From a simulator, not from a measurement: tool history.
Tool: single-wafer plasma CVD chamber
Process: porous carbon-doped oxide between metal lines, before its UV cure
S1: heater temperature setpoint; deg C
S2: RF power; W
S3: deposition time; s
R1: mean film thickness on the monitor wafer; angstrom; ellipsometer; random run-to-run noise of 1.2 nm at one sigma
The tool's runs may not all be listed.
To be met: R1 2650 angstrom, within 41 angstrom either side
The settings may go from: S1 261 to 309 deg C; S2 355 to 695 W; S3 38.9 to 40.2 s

run,hour,S1,S2,S3,R1
1,0,285,525,38.9,2291.3
2,8,280,530,38.9,2359.3
3,14,280,465,38.9,2162.9
4,16.4,280,465,38.9,2156.9
5,18.8,280,465,40.2,2226.1
6,24.5,280,420,40.2,2053.6
7,31.6,276,440,40.2,2196.1
8,36.2,276,440,40.2,2194.7
9,44.5,273,455,40.2,2288.2
10,48.5,270,465,40.2,2369.6
11,54.7,268,475,40.2,2427.5
12,59.8,266,485,40.2,2512.4
13,66,265,490,40.2,2537.2
14,70.6,264,495,40.2,2568.1
15,74.3,263,495,40.2,2585.8

Which one of the following 5 next-run settings gets every result inside its allowed miss? There is exactly one.
A,78,262,500,38.9,?
B,78,261,495,38.9,?
C,78,263,510,40.2,?
D,78,263,475,40.2,?
E,78,269,525,38.9,?

move,R1
A,2530.3
B,2527.5
C,2633.1
D,2505.4
E,2511.6
A: lands further from the targets than the last run did
B: lands further from the targets than the last run did
C: every result within its allowed miss
D: lands further from the targets than the last run did
E: lands further from the targets than the last run did
The right move is C.
